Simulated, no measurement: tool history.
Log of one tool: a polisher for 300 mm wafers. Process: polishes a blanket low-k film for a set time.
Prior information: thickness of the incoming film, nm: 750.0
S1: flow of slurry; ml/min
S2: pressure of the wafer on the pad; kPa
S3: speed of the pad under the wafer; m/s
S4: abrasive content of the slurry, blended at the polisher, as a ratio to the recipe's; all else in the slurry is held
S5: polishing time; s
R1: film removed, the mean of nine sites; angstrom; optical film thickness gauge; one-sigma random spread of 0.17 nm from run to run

run	hour	S1	S2	S3	S4	S5	R1
1	0.0	280	16.5	0.80	1.0	42	192.91
2	3.9	280	20.0	0.80	1.0	42	217.94
3	7.2	280	20.0	0.62	1.0	42	178.45
4	10.4	280	18.6	0.62	1.0	42	173.66
5	16.8	280	18.6	0.62	1.2	42	182.17
6	22.3	280	15.9	0.62	1.2	42	169.59
7	27.9	280	11.7	0.58	1.2	42	134.01

Run 8 comes next. What will it give?
8	29.8	280	12.4	0.58	1.2	42	?

{"run 8": {"R1": 135.94}}
